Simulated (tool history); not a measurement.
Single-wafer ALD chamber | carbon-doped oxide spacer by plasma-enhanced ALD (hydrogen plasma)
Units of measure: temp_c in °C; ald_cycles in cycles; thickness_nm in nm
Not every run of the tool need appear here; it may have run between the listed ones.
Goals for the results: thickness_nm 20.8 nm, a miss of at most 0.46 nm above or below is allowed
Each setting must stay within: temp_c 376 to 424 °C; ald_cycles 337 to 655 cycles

run 1 hour=0 | temp_c=400 ald_cycles=496 | thickness_nm=26.996
run 2 hour=5.4 | temp_c=400 ald_cycles=438 | thickness_nm=23.722
run 3 hour=7.4 | temp_c=400 ald_cycles=463 | thickness_nm=25.551
run 4 hour=10.7 | temp_c=400 ald_cycles=400 | thickness_nm=21.884
run 5 hour=16.2 | temp_c=400 ald_cycles=346 | thickness_nm=18.825
run 6 hour=17.4 | temp_c=406 ald_cycles=346 | thickness_nm=18.439
run 7 hour=18.7 | temp_c=394 ald_cycles=399 | thickness_nm=21.885
run 8 hour=22.7 | temp_c=395 ald_cycles=396 | thickness_nm=21.644
run 9 hour=28.3 | temp_c=396 ald_cycles=393 | thickness_nm=21.23
run 10 hour=34.4 | temp_c=396 ald_cycles=391 | thickness_nm=21.454
run 11 hour=36 | temp_c=397 ald_cycles=390 | thickness_nm=21.273

Exercise: of the 4 proposed moves below, exactly one satisfies all targets within the stated allowed misses. Which move is it?
run A hour=37.6 | temp_c=398 ald_cycles=402 | thickness_nm=?
run B hour=37.6 | temp_c=403 ald_cycles=387 | thickness_nm=?
run C hour=37.6 | temp_c=402 ald_cycles=402 | thickness_nm=?
run D hour=37.6 | temp_c=387 ald_cycles=401 | thickness_nm=?

move=A thickness_nm=21.917
move=B thickness_nm=20.894
move=C thickness_nm=21.775
move=D thickness_nm=21.862
A: moves away from the targets compared with the last run
B: every result lands within tolerance
C: moves away from the targets compared with the last run
D: moves away from the targets compared with the last run
Correct choice: B, which meets every target
